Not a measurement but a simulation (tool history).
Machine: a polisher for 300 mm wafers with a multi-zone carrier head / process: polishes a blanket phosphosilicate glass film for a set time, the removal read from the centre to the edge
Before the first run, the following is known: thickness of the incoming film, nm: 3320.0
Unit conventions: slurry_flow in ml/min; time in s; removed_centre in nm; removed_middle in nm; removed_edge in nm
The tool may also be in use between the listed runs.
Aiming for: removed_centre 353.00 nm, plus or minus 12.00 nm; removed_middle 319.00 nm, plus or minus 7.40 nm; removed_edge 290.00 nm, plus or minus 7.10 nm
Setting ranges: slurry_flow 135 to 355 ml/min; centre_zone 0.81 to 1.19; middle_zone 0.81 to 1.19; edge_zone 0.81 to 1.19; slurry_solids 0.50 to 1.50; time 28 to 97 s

run 1 hour=0.0 | slurry_flow=225 centre_zone=1.00 middle_zone=1.00 edge_zone=1.00 slurry_solids=1.00 time=62 | removed_centre=674.65 removed_middle=666.36 removed_edge=671.61
run 2 hour=6.9 | slurry_flow=225 centre_zone=1.04 middle_zone=1.00 edge_zone=1.00 slurry_solids=1.00 time=62 | removed_centre=695.86 removed_middle=662.21 removed_edge=672.51
run 3 hour=11.4 | slurry_flow=225 centre_zone=1.06 middle_zone=1.01 edge_zone=0.94 slurry_solids=0.85 time=52 | removed_centre=563.42 removed_middle=519.66 removed_edge=512.75
run 4 hour=14.7 | slurry_flow=225 centre_zone=1.07 middle_zone=1.02 edge_zone=0.90 slurry_solids=0.75 time=45 | removed_centre=445.25 removed_middle=426.53 removed_edge=407.70
run 5 hour=21.6 | slurry_flow=225 centre_zone=1.10 middle_zone=1.02 edge_zone=0.87 slurry_solids=0.65 time=42 | removed_centre=408.74 removed_middle=367.56 removed_edge=346.60
run 6 hour=29.0 | slurry_flow=210 centre_zone=1.10 middle_zone=1.02 edge_zone=0.85 slurry_solids=0.60 time=42 | removed_centre=387.88 removed_middle=352.39 removed_edge=327.51
run 7 hour=33.8 | slurry_flow=195 centre_zone=1.10 middle_zone=1.02 edge_zone=0.84 slurry_solids=0.60 time=42 | removed_centre=377.45 removed_middle=345.35 removed_edge=323.11
run 8 hour=40.4 | slurry_flow=185 centre_zone=1.11 middle_zone=1.03 edge_zone=0.83 slurry_solids=0.55 time=42 | removed_centre=360.45 removed_middle=326.68 removed_edge=302.25

Which one of the following 5 next-run settings gets every result inside its allowed miss? There is exactly one.
run A hour=47.0 | slurry_flow=155 centre_zone=1.19 middle_zone=1.09 edge_zone=0.81 slurry_solids=0.50 time=44 | removed_centre=? removed_middle=? removed_edge=?
run B hour=47.0 | slurry_flow=195 centre_zone=1.13 middle_zone=1.03 edge_zone=0.82 slurry_solids=0.55 time=43 | removed_centre=? removed_middle=? removed_edge=?
run C hour=47.0 | slurry_flow=170 centre_zone=1.16 middle_zone=1.07 edge_zone=0.86 slurry_solids=0.50 time=42 | removed_centre=? removed_middle=? removed_edge=?
run D hour=47.0 | slurry_flow=170 centre_zone=1.19 middle_zone=0.99 edge_zone=0.82 slurry_solids=0.50 time=45 | removed_centre=? removed_middle=? removed_edge=?
run E hour=47.0 | slurry_flow=165 centre_zone=1.09 middle_zone=0.97 edge_zone=0.86 slurry_solids=0.65 time=42 | removed_centre=? removed_middle=? removed_edge=?

move=A removed_centre=369.32 removed_middle=327.70 removed_edge=288.14
move=B removed_centre=380.04 removed_middle=339.20 removed_edge=308.93
move=C removed_centre=351.18 removed_middle=314.69 removed_edge=286.53
move=D removed_centre=385.87 removed_middle=318.59 removed_edge=300.85
move=E removed_centre=378.25 removed_middle=336.64 removed_edge=329.93
A: brings the result that was furthest off to its target, and leaves another outside
B: lands further from the targets than the last run did
C: every result within its allowed miss
D: lands further from the targets than the last run did
E: lands further from the targets than the last run did
Go with C: it meets all targets.
